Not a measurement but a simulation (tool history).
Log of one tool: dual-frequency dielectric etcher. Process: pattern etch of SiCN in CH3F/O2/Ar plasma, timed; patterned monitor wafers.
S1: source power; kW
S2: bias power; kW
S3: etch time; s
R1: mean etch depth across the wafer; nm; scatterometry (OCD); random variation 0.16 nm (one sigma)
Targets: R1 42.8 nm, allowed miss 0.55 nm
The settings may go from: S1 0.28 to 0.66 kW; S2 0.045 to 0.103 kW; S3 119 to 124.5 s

run 1 hour=0 | S1=0.47 S2=0.074 S3=119 | R1=48.411
run 2 hour=2.6 | S1=0.47 S2=0.079 S3=119 | R1=49.251
run 3 hour=11.3 | S1=0.47 S2=0.079 S3=124.5 | R1=51.34
run 4 hour=19 | S1=0.43 S2=0.076 S3=124.5 | R1=49.335
run 5 hour=24.4 | S1=0.43 S2=0.076 S3=124.5 | R1=49.249
run 6 hour=30.1 | S1=0.39 S2=0.075 S3=124.5 | R1=46.814
run 7 hour=36.9 | S1=0.37 S2=0.075 S3=124.5 | R1=45.549
run 8 hour=45.6 | S1=0.36 S2=0.075 S3=124.5 | R1=45.418
run 9 hour=51.9 | S1=0.35 S2=0.075 S3=124.5 | R1=44.574
run 10 hour=57.4 | S1=0.3 S2=0.074 S3=124.5 | R1=40.972
run 11 hour=63.7 | S1=0.31 S2=0.074 S3=124.5 | R1=41.73

5 next moves are on the table. One of them brings every result within its allowed miss. Which?
run A hour=70 | S1=0.31 S2=0.077 S3=122 | R1=?
run B hour=70 | S1=0.3 S2=0.072 S3=120 | R1=?
run C hour=70 | S1=0.29 S2=0.083 S3=121 | R1=?
run D hour=70 | S1=0.3 S2=0.093 S3=122 | R1=?
run E hour=70 | S1=0.31 S2=0.077 S3=121 | R1=?

move=A R1=41.489
move=B R1=39.403
move=C R1=40.654
move=D R1=43.121
move=E R1=41.149
A: further off than the last run
B: further off than the last run
C: further off than the last run
D: meets every target
E: further off than the last run
The right move is D.
